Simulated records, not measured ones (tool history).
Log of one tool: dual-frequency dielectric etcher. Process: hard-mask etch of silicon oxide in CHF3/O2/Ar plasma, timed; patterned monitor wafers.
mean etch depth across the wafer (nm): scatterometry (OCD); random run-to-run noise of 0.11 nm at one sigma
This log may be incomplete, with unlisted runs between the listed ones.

| run | day | source power (kW) | bias power (kW) | etch time (s) | mean etch depth across the wafer (nm) |
|---|---|---|---|---|---|
| 1 | 0.000 | 0.550 | 0.123 | 15.5 | 24.775 |
| 2 | 0.138 | 0.550 | 0.105 | 15.5 | 23.361 |
| 3 | 0.288 | 0.550 | 0.105 | 15.5 | 23.383 |
| 4 | 0.412 | 0.450 | 0.105 | 15.5 | 21.607 |
| 5 | 0.700 | 0.450 | 0.105 | 14.0 | 19.474 |
| 6 | 1.067 | 0.380 | 0.105 | 14.0 | 18.496 |
| 7 | 1.096 | 0.420 | 0.106 | 14.0 | 19.226 |
| 8 | 1.138 | 0.450 | 0.107 | 14.0 | 19.723 |
| 9 | 1.388 | 0.480 | 0.108 | 14.0 | 20.255 |
| 10 | 1.662 | 0.500 | 0.109 | 14.0 | 20.701 |
| 11 | 1.688 | 0.520 | 0.110 | 14.0 | 21.031 |
| 12 | 1.754 | 0.540 | 0.110 | 14.0 | 21.290 |

Forecast run 13:
| 13 | 1.825 | 0.550 | 0.110 | 14.0 | ? |

{"run 13": {"mean etch depth across the wafer (nm)": 21.612}}

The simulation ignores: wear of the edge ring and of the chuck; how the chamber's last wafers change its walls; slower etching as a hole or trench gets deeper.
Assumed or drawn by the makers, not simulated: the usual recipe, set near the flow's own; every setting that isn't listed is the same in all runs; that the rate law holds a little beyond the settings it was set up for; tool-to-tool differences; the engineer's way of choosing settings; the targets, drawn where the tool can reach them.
